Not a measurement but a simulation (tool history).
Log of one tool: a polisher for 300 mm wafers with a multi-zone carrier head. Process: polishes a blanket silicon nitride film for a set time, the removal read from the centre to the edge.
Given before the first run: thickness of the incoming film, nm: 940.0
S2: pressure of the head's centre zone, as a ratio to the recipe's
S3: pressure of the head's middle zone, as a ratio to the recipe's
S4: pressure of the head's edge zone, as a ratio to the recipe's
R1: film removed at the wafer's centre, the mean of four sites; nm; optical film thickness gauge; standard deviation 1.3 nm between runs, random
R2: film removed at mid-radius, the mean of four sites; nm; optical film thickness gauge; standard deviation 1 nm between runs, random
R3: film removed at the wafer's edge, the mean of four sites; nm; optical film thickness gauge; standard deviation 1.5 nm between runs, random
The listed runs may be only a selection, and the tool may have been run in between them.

{"run": 1, "hour": 0.0, "flow of slurry (ml/min)": 255, "S2": 1, "S3": 1, "S4": 1, "polishing time (s)": 54, "R1": 104.98, "R2": 105.07, "R3": 102.9}
{"run": 2, "hour": 5.1, "flow of slurry (ml/min)": 255, "S2": 1, "S3": 0.99, "S4": 1.02, "polishing time (s)": 55, "R1": 109.21, "R2": 107.77, "R3": 106.12}
{"run": 3, "hour": 12.6, "flow of slurry (ml/min)": 255, "S2": 0.99, "S3": 0.98, "S4": 1.04, "polishing time (s)": 56, "R1": 110, "R2": 109.61, "R3": 106.73}
{"run": 4, "hour": 20.6, "flow of slurry (ml/min)": 245, "S2": 0.97, "S3": 0.96, "S4": 1.02, "polishing time (s)": 58, "R1": 107.18, "R2": 109.06, "R3": 107.81}
{"run": 5, "hour": 23.6, "flow of slurry (ml/min)": 245, "S2": 0.97, "S3": 0.92, "S4": 1.02, "polishing time (s)": 58, "R1": 107.61, "R2": 105.63, "R3": 109.03}
{"run": 6, "hour": 24.2, "flow of slurry (ml/min)": 245, "S2": 0.97, "S3": 0.99, "S4": 1.02, "polishing time (s)": 58, "R1": 109.15, "R2": 112.02, "R3": 109.89}
{"run": 7, "hour": 29.3, "flow of slurry (ml/min)": 240, "S2": 0.96, "S3": 0.97, "S4": 1.04, "polishing time (s)": 59, "R1": 108.44, "R2": 113.39, "R3": 111.52}
{"run": 8, "hour": 36.6, "flow of slurry (ml/min)": 240, "S2": 0.96, "S3": 0.95, "S4": 1.06, "polishing time (s)": 60, "R1": 110.53, "R2": 111.44, "R3": 116.82}
{"run": 9, "hour": 43.8, "flow of slurry (ml/min)": 245, "S2": 0.96, "S3": 0.95, "S4": 1.07, "polishing time (s)": 60, "R1": 110.82, "R2": 110.85, "R3": 116.33}

Run 10, settings as shown, results not yet in. Your forecast:
{"run": 10, "hour": 44.6, "flow of slurry (ml/min)": 245, "S2": 0.96, "S3": 0.95, "S4": 1.07, "polishing time (s)": 60, "R1": "?", "R2": "?", "R3": "?"}

Logged for run 10: R1 112 nm, R2 114.46 nm, R3 115.89 nm.
